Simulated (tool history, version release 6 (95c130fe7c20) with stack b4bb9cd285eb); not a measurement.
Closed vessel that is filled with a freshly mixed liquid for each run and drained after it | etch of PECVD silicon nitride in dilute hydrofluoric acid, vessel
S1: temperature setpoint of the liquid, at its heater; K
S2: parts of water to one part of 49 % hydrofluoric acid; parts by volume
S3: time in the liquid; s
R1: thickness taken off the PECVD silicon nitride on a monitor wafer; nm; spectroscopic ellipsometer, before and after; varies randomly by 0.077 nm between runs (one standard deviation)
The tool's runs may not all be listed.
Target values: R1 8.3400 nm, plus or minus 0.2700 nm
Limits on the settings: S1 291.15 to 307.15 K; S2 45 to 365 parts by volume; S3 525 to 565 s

run 1 hour=0.0 | S1=299.15 S2=205 S3=525 | R1=12.1620
run 2 hour=1.8 | S1=298.65 S2=205 S3=525 | R1=11.6120
run 3 hour=4.2 | S1=298.15 S2=205 S3=525 | R1=11.3570
run 4 hour=8.1 | S1=297.65 S2=205 S3=525 | R1=10.9690
run 5 hour=9.6 | S1=297.65 S2=205 S3=525 | R1=10.8640
run 6 hour=15.9 | S1=297.65 S2=205 S3=525 | R1=11.0930
run 7 hour=19.3 | S1=297.15 S2=205 S3=525 | R1=10.6360
-- hour=23.0 thermometer replaced
run 8 hour=23.0 | S1=296.65 S2=205 S3=525 | R1=11.1990
run 9 hour=31.0 | S1=296.15 S2=210 S3=525 | R1=10.3830
run 10 hour=39.1 | S1=295.65 S2=210 S3=525 | R1=10.1840
run 11 hour=42.1 | S1=295.15 S2=210 S3=525 | R1=9.8192
run 12 hour=48.3 | S1=294.65 S2=210 S3=525 | R1=9.6833
run 13 hour=49.8 | S1=294.15 S2=210 S3=525 | R1=9.2704
run 14 hour=58.3 | S1=293.65 S2=210 S3=525 | R1=8.8769
run 15 hour=61.7 | S1=293.15 S2=210 S3=525 | R1=8.7023
run 16 hour=65.4 | S1=293.15 S2=210 S3=525 | R1=8.6404

Next run, 4 choices. One meets every target within its allowed miss, the rest don't. Which?
run A hour=69.1 | S1=293.65 S2=225 S3=530 | R1=?
run B hour=69.1 | S1=293.65 S2=215 S3=550 | R1=?
run C hour=69.1 | S1=293.15 S2=205 S3=525 | R1=?
run D hour=69.1 | S1=294.65 S2=225 S3=530 | R1=?

move=A R1=8.4551
move=B R1=9.1709
move=C R1=8.8745
move=D R1=9.0180
A: meets every target
B: the biggest miss grows against the last run
C: the biggest miss grows against the last run
D: the biggest miss grows against the last run
Correct choice: A, which meets every target
